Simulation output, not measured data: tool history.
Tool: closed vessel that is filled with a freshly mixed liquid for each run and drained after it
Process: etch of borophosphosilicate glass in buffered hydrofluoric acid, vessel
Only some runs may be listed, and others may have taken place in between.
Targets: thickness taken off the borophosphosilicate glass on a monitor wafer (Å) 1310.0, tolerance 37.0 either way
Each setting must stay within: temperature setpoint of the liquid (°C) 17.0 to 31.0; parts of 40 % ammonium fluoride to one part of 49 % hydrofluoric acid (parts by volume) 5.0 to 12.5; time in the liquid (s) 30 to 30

run,hour,temperature setpoint of the liquid (°C),parts of 40 % ammonium fluoride to one part of 49 % hydrofluoric acid (parts by volume),time in the liquid (s),thickness taken off the borophosphosilicate glass on a monitor wafer (Å)
1,0.0,23.0,7.5,30,1001.0
2,6.2,24.5,7.5,30,1072.6
3,14.1,24.5,6.0,30,1362.9
4,22.4,24.5,5.0,30,1593.9
5,25.8,24.5,5.0,30,1568.1
6,30.2,24.0,5.0,30,1532.3
7,35.0,24.0,5.0,30,1562.3
8,41.1,23.5,5.0,30,1513.5
9,49.9,23.0,5.0,30,1470.7
10,58.7,22.5,5.0,30,1418.7

Which single option among these 5 for the next run brings every result within its allowed miss of target? Just one does.
A,67.5,22.5,5.5,30,?
B,67.5,22.0,5.0,30,?
C,67.5,24.0,5.5,30,?
D,67.5,27.5,7.0,30,?
E,67.5,21.0,5.5,30,?

move,thickness taken off the borophosphosilicate glass on a monitor wafer (Å)
A,1292.2
B,1367.3
C,1400.8
D,1364.7
E,1191.2
A: every result within its allowed miss
B: gains on the last run, yet a result remains outside its allowed miss
C: gains on the last run, yet a result remains outside its allowed miss
D: gains on the last run, yet a result remains outside its allowed miss
E: moves the result that the last run missed by most past its target, out the other side
A is the move that brings every result within its allowed miss.
